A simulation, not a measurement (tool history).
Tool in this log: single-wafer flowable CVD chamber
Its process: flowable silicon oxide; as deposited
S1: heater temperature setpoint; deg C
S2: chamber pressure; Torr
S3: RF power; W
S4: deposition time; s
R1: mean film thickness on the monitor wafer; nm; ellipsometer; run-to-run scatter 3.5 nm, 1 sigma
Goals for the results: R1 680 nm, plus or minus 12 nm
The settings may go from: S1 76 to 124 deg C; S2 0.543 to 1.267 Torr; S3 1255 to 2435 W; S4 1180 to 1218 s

Run 1, hour 0: S1 100 deg C, S2 0.905 Torr, S3 1845 W, S4 1180 s. Result: R1 813.98 nm.
Run 2, hour 2.8: S1 100 deg C, S2 0.905 Torr, S3 2020 W, S4 1180 s. Result: R1 831.7 nm.
Run 3, hour 10.2: S1 101 deg C, S2 0.905 Torr, S3 2020 W, S4 1180 s. Result: R1 814.02 nm.
Run 4, hour 17.4: S1 102 deg C, S2 0.905 Torr, S3 2020 W, S4 1180 s. Result: R1 787.85 nm.
Run 5, hour 18.9: S1 103 deg C, S2 0.905 Torr, S3 2020 W, S4 1180 s. Result: R1 756.93 nm.
Run 6, hour 23.3: S1 103 deg C, S2 0.974 Torr, S3 2020 W, S4 1180 s. Result: R1 823.13 nm.
Run 7, hour 32.2: S1 104 deg C, S2 0.974 Torr, S3 2020 W, S4 1180 s. Result: R1 789.72 nm.
Run 8, hour 40.4: S1 105 deg C, S2 0.974 Torr, S3 2020 W, S4 1180 s. Result: R1 776.26 nm.
Run 9, hour 45.2: S1 106 deg C, S2 0.974 Torr, S3 2020 W, S4 1180 s. Result: R1 749.9 nm.
Run 10, hour 48.2: S1 108 deg C, S2 0.974 Torr, S3 2020 W, S4 1180 s. Result: R1 704.53 nm.

Below are 4 possible settings for the next run. Only one of them brings all results inside the allowed miss of their targets. Which is it?
Run A, hour 51.2: S1 112 deg C, S2 0.986 Torr, S3 2100 W, S4 1180 s. Result: R1 ?.
Run B, hour 51.2: S1 108 deg C, S2 0.961 Torr, S3 2100 W, S4 1215 s. Result: R1 ?.
Run C, hour 51.2: S1 116 deg C, S2 1.12 Torr, S3 2330 W, S4 1191 s. Result: R1 ?.
Run D, hour 51.2: S1 111 deg C, S2 0.947 Torr, S3 2100 W, S4 1204 s. Result: R1 ?.

move      R1
   A   649.6
   B  731.32
   C  677.77
   D  655.23
A: carries the result that was furthest off beyond its target, to the other side
B: its largest miss is bigger than the last run's
C: meets every target
D: carries the result that was furthest off beyond its target, to the other side
Move C is the one to make.
